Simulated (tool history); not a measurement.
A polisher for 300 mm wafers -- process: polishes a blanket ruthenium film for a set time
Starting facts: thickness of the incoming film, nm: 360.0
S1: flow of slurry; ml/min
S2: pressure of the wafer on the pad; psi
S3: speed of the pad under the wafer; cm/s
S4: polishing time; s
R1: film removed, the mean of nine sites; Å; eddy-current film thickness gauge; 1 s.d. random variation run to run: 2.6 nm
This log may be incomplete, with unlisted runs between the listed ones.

run,hour,S1,S2,S3,S4,R1
1,0.0,195,2.8,82,100,1353.6
2,5.2,195,2.8,82,100,1400.8
3,9.0,195,2.8,82,100,1381.4
4,17.1,195,2.8,92,100,1536.8
5,24.0,200,3.2,92,100,1751.3
6,31.9,160,3.2,92,100,1677.3
7,36.0,175,3.5,92,100,1844.3
8,44.6,190,3.8,94,100,2122.9
9,45.9,205,4.0,94,100,2227.1
10,54.4,205,4.1,96,100,2320.9

What does the tool deliver on the next run?
11,55.6,205,4.2,98,100,?

{"run 11": {"R1": 2384.2}}

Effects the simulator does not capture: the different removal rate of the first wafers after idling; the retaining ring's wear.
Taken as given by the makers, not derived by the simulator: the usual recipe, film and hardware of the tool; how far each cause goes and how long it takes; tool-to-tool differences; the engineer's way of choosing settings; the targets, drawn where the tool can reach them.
